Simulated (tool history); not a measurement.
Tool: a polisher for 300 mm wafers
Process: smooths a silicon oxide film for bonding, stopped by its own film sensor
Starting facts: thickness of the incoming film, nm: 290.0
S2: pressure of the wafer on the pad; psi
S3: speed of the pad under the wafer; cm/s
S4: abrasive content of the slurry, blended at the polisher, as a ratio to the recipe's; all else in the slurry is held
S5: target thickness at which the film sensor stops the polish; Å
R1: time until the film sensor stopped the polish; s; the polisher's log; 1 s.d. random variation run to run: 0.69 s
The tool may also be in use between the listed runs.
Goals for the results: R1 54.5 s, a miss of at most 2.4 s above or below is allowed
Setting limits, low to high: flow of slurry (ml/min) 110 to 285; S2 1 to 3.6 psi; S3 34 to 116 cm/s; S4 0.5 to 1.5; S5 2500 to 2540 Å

Run 1, hour 0: flow of slurry (ml/min) 180, S2 2.3 psi, S3 74 cm/s, S4 1, S5 2500 Å. Result: R1 77.915 s.
Run 2, hour 8.3: flow of slurry (ml/min) 180, S2 2.6 psi, S3 74 cm/s, S4 1, S5 2500 Å. Result: R1 69.161 s.
Run 3, hour 14: flow of slurry (ml/min) 200, S2 2.6 psi, S3 74 cm/s, S4 1, S5 2500 Å. Result: R1 68.442 s.
Run 4, hour 19.2: flow of slurry (ml/min) 200, S2 2.7 psi, S3 74 cm/s, S4 1, S5 2500 Å. Result: R1 65.604 s.
Run 5, hour 24.6: flow of slurry (ml/min) 200, S2 2.8 psi, S3 74 cm/s, S4 1, S5 2500 Å. Result: R1 63.169 s.
Run 6, hour 32.7: flow of slurry (ml/min) 200, S2 2.3 psi, S3 74 cm/s, S4 1, S5 2500 Å. Result: R1 76.638 s.
Run 7, hour 36.4: flow of slurry (ml/min) 200, S2 2.3 psi, S3 74 cm/s, S4 1, S5 2500 Å. Result: R1 77.176 s.
Run 8, hour 38.3: flow of slurry (ml/min) 200, S2 2.5 psi, S3 74 cm/s, S4 1, S5 2500 Å. Result: R1 72.002 s.
Run 9, hour 46.4: flow of slurry (ml/min) 200, S2 2.6 psi, S3 74 cm/s, S4 1, S5 2500 Å. Result: R1 67.658 s.

Below are 4 possible settings for the next run. Only one of them brings all results inside the allowed miss of their targets. Which is it?
Run A, hour 54.5: flow of slurry (ml/min) 220, S2 2.8 psi, S3 76 cm/s, S4 1.2, S5 2510 Å. Result: R1 ?.
Run B, hour 54.5: flow of slurry (ml/min) 185, S2 2 psi, S3 66 cm/s, S4 1.1, S5 2500 Å. Result: R1 ?.
Run C, hour 54.5: flow of slurry (ml/min) 255, S2 2.5 psi, S3 68 cm/s, S4 0.7, S5 2530 Å. Result: R1 ?.
Run D, hour 54.5: flow of slurry (ml/min) 200, S2 2.5 psi, S3 62 cm/s, S4 1.05, S5 2510 Å. Result: R1 ?.

move      R1
   A  54.386
   B  90.004
   C  85.244
   D  74.427
A: every result within its allowed miss
B: its largest miss is bigger than the last run's
C: its largest miss is bigger than the last run's
D: its largest miss is bigger than the last run's
Go with A: it meets all targets.
